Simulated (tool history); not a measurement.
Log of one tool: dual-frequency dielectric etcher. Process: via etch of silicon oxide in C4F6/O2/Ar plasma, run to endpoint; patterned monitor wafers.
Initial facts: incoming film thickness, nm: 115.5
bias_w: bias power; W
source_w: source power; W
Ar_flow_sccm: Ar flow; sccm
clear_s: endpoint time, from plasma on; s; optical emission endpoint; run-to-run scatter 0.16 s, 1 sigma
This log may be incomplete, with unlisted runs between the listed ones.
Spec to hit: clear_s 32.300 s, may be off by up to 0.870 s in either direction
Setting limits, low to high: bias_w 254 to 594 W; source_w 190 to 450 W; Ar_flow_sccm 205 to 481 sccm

Run 1, day 0.000: bias_w 424 W, source_w 320 W, Ar_flow_sccm 343 sccm. Result: clear_s 26.970 s.
Run 2, day 0.167: bias_w 406 W, source_w 310 W, Ar_flow_sccm 345 sccm. Result: clear_s 27.835 s.
Run 3, day 0.288: bias_w 445 W, source_w 310 W, Ar_flow_sccm 345 sccm. Result: clear_s 26.861 s.
Run 4, day 0.396: bias_w 425 W, source_w 300 W, Ar_flow_sccm 347 sccm. Result: clear_s 27.936 s.
Run 5, day 0.533: bias_w 409 W, source_w 300 W, Ar_flow_sccm 348 sccm. Result: clear_s 28.141 s.
Run 6, day 0.700: bias_w 394 W, source_w 300 W, Ar_flow_sccm 349 sccm. Result: clear_s 28.744 s.
At day 0.875: wet clean of the chamber.
Run 7, day 0.875: bias_w 382 W, source_w 300 W, Ar_flow_sccm 350 sccm. Result: clear_s 29.835 s.
Run 8, day 1.246: bias_w 376 W, source_w 300 W, Ar_flow_sccm 350 sccm. Result: clear_s 30.383 s.
Run 9, day 1.433: bias_w 372 W, source_w 300 W, Ar_flow_sccm 350 sccm. Result: clear_s 30.070 s.
Run 10, day 1.654: bias_w 366 W, source_w 300 W, Ar_flow_sccm 350 sccm. Result: clear_s 30.286 s.
Run 11, day 1.888: bias_w 361 W, source_w 300 W, Ar_flow_sccm 350 sccm. Result: clear_s 30.491 s.

Pick the move, out of 5, that brings all results within their allowed miss; only one does.
Run A, day 2.121: bias_w 399 W, source_w 280 W, Ar_flow_sccm 327 sccm. Result: clear_s ?.
Run B, day 2.121: bias_w 416 W, source_w 270 W, Ar_flow_sccm 395 sccm. Result: clear_s ?.
Run C, day 2.121: bias_w 401 W, source_w 290 W, Ar_flow_sccm 371 sccm. Result: clear_s ?.
Run D, day 2.121: bias_w 365 W, source_w 260 W, Ar_flow_sccm 363 sccm. Result: clear_s ?.
Run E, day 2.121: bias_w 421 W, source_w 300 W, Ar_flow_sccm 285 sccm. Result: clear_s ?.

move  clear_s
   A   30.389
   B   30.914
   C   30.296
   D   32.454
   E   28.753
A: misses by more than the last run did
B: closes in on the targets versus the last run, not all within tolerance yet
C: misses by more than the last run did
D: each result inside its tolerance
E: misses by more than the last run did
Correct choice: D, which meets every target
